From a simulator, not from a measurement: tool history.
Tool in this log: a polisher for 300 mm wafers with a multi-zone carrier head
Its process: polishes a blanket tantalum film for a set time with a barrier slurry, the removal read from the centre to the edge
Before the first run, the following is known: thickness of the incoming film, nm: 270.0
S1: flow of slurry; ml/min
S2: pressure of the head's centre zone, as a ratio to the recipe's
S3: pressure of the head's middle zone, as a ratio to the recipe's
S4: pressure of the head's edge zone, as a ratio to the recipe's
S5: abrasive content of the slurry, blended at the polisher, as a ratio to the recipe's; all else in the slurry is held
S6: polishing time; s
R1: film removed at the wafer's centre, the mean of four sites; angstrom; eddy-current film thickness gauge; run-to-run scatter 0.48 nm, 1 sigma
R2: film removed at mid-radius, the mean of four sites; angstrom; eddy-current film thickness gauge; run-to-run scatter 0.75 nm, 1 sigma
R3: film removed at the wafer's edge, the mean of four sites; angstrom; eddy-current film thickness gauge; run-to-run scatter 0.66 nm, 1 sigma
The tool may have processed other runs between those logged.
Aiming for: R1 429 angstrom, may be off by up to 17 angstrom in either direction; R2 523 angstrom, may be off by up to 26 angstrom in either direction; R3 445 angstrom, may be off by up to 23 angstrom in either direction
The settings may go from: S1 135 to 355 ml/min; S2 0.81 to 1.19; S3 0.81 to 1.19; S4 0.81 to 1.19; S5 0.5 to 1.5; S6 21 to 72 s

{"run": 1, "hour": 0.0, "S1": 225, "S2": 1, "S3": 1, "S4": 1, "S5": 1, "S6": 46, "R1": 812.59, "R2": 839.44, "R3": 806.48}
{"run": 2, "hour": 3.9, "S1": 225, "S2": 0.97, "S3": 1.02, "S4": 0.97, "S5": 0.85, "S6": 41, "R1": 667.59, "R2": 731.65, "R3": 669.96}
{"run": 3, "hour": 11.2, "S1": 225, "S2": 0.94, "S3": 1.02, "S4": 0.97, "S5": 0.85, "S6": 41, "R1": 636.75, "R2": 711.08, "R3": 673.71}
{"run": 4, "hour": 18.2, "S1": 225, "S2": 0.94, "S3": 1.02, "S4": 1.01, "S5": 0.85, "S6": 41, "R1": 655.86, "R2": 733.36, "R3": 698.61}
{"run": 5, "hour": 21.0, "S1": 225, "S2": 0.93, "S3": 1.03, "S4": 0.97, "S5": 0.75, "S6": 38, "R1": 576.97, "R2": 636.08, "R3": 600.7}
{"run": 6, "hour": 27.9, "S1": 225, "S2": 0.93, "S3": 1, "S4": 0.97, "S5": 0.75, "S6": 38, "R1": 569.94, "R2": 627.47, "R3": 592.82}
{"run": 7, "hour": 32.9, "S1": 230, "S2": 0.91, "S3": 1.02, "S4": 0.93, "S5": 0.7, "S6": 37, "R1": 541, "R2": 623.28, "R3": 566.46}
{"run": 8, "hour": 40.8, "S1": 230, "S2": 0.9, "S3": 1.02, "S4": 0.9, "S5": 0.65, "S6": 36, "R1": 506.39, "R2": 564.52, "R3": 536.09}
{"run": 9, "hour": 45.2, "S1": 235, "S2": 0.9, "S3": 1.06, "S4": 0.88, "S5": 0.6, "S6": 34, "R1": 468.65, "R2": 566.71, "R3": 476.61}
{"run": 10, "hour": 47.1, "S1": 230, "S2": 0.89, "S3": 1.06, "S4": 0.86, "S5": 0.6, "S6": 34, "R1": 455.4, "R2": 561.37, "R3": 466.74}
{"run": 11, "hour": 51.0, "S1": 220, "S2": 0.89, "S3": 1.05, "S4": 0.85, "S5": 0.6, "S6": 34, "R1": 457.27, "R2": 523.27, "R3": 474.82}
{"run": 12, "hour": 54.5, "S1": 220, "S2": 0.88, "S3": 1.06, "S4": 0.84, "S5": 0.6, "S6": 34, "R1": 455.1, "R2": 530.87, "R3": 476.08}

Next run, 4 choices. One meets every target within its allowed miss, the rest don't. Which?
{"run": "A", "hour": 58.0, "S1": 235, "S2": 0.98, "S3": 1.07, "S4": 0.81, "S5": 0.5, "S6": 35, "R1": "?", "R2": "?", "R3": "?"}
{"run": "B", "hour": 58.0, "S1": 155, "S2": 0.84, "S3": 0.97, "S4": 0.82, "S5": 0.55, "S6": 42, "R1": "?", "R2": "?", "R3": "?"}
{"run": "C", "hour": 58.0, "S1": 195, "S2": 0.84, "S3": 0.94, "S4": 0.81, "S5": 0.8, "S6": 36, "R1": "?", "R2": "?", "R3": "?"}
{"run": "D", "hour": 58.0, "S1": 240, "S2": 0.9, "S3": 1.05, "S4": 0.89, "S5": 0.65, "S6": 31, "R1": "?", "R2": "?", "R3": "?"}

move=A R1=486.89 R2=532.65 R3=441.72
move=B R1=478.01 R2=567.81 R3=524.57
move=C R1=490.44 R2=564.52 R3=526.55
move=D R1=437.85 R2=513.7 R3=450.21
A: moves away from the targets compared with the last run
B: moves away from the targets compared with the last run
C: moves away from the targets compared with the last run
D: each result inside its tolerance
Go with D: it meets all targets.
